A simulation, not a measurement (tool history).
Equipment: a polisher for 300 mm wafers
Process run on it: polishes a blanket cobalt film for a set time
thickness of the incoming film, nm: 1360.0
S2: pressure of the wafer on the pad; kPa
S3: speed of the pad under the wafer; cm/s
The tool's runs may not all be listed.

run 1 hour=0.0 | flow_of_slurry_(ml/min)=175 S2=16.5 S3=118 polishing_time_(s)=74 | film_removed_(angstrom)=5045.0
run 2 hour=8.6 | flow_of_slurry_(ml/min)=195 S2=16.5 S3=118 polishing_time_(s)=74 | film_removed_(angstrom)=5056.4
run 3 hour=17.3 | flow_of_slurry_(ml/min)=195 S2=13.8 S3=114 polishing_time_(s)=74 | film_removed_(angstrom)=4224.5
run 4 hour=25.3 | flow_of_slurry_(ml/min)=195 S2=13.8 S3=114 polishing_time_(s)=78 | film_removed_(angstrom)=4343.5
run 5 hour=33.2 | flow_of_slurry_(ml/min)=195 S2=11.7 S3=112 polishing_time_(s)=78 | film_removed_(angstrom)=3687.8
run 6 hour=35.1 | flow_of_slurry_(ml/min)=190 S2=10.3 S3=112 polishing_time_(s)=78 | film_removed_(angstrom)=3241.8
run 7 hour=43.6 | flow_of_slurry_(ml/min)=175 S2=9.7 S3=112 polishing_time_(s)=78 | film_removed_(angstrom)=2972.8
run 8 hour=46.2 | flow_of_slurry_(ml/min)=165 S2=9.7 S3=112 polishing_time_(s)=78 | film_removed_(angstrom)=2971.1

Run 9, settings as shown, results not yet in. Your forecast:
run 9 hour=54.8 | flow_of_slurry_(ml/min)=155 S2=9.7 S3=112 polishing_time_(s)=78 | film_removed_(angstrom)=?

{"run 9": {"film removed (angstrom)": 2894.3}}
